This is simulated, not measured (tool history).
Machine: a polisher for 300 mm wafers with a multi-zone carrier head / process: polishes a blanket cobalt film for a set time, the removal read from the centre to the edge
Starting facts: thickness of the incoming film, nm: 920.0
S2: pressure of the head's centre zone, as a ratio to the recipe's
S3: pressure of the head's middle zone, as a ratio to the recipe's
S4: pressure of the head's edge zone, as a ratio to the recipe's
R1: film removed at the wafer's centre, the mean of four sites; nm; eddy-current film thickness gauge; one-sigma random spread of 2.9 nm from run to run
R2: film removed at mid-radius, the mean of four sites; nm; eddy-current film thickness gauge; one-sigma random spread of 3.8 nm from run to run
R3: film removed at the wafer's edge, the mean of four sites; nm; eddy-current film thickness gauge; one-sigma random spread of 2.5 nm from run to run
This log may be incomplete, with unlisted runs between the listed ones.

Run 1, hour 0: flow of slurry (ml/min) 315, S2 1, S3 1, S4 1, polishing time (s) 80. Result: R1 315.03 nm, R2 318.23 nm, R3 310.81 nm.
Run 2, hour 4.4: flow of slurry (ml/min) 315, S2 0.95, S3 1, S4 1, polishing time (s) 80. Result: R1 296.82 nm, R2 316.49 nm, R3 309.84 nm.
Run 3, hour 11.5: flow of slurry (ml/min) 315, S2 0.95, S3 1, S4 1, polishing time (s) 72. Result: R1 270.92 nm, R2 282.39 nm, R3 272.75 nm.
Run 4, hour 12.5: flow of slurry (ml/min) 315, S2 0.94, S3 1.01, S4 0.99, polishing time (s) 72. Result: R1 267.46 nm, R2 285.62 nm, R3 273.2 nm.
Run 5, hour 15.7: flow of slurry (ml/min) 315, S2 0.94, S3 1.01, S4 0.98, polishing time (s) 72. Result: R1 267.97 nm, R2 283.78 nm, R3 276.47 nm.
Run 6, hour 21.9: flow of slurry (ml/min) 315, S2 0.94, S3 0.96, S4 0.98, polishing time (s) 72. Result: R1 266.41 nm, R2 279.62 nm, R3 278 nm.
Run 7, hour 29.2: flow of slurry (ml/min) 315, S2 0.94, S3 0.98, S4 0.97, polishing time (s) 72. Result: R1 263.93 nm, R2 274.19 nm, R3 272.15 nm.

Run 8, settings as shown, results not yet in. Your forecast:
Run 8, hour 30.4: flow of slurry (ml/min) 315, S2 0.94, S3 0.98, S4 0.97, polishing time (s) 72. Result: R1 ?, R2 ?, R3 ?.

{"run 8": {"R1": 269.9, "R2": 282.19, "R3": 274.46}}
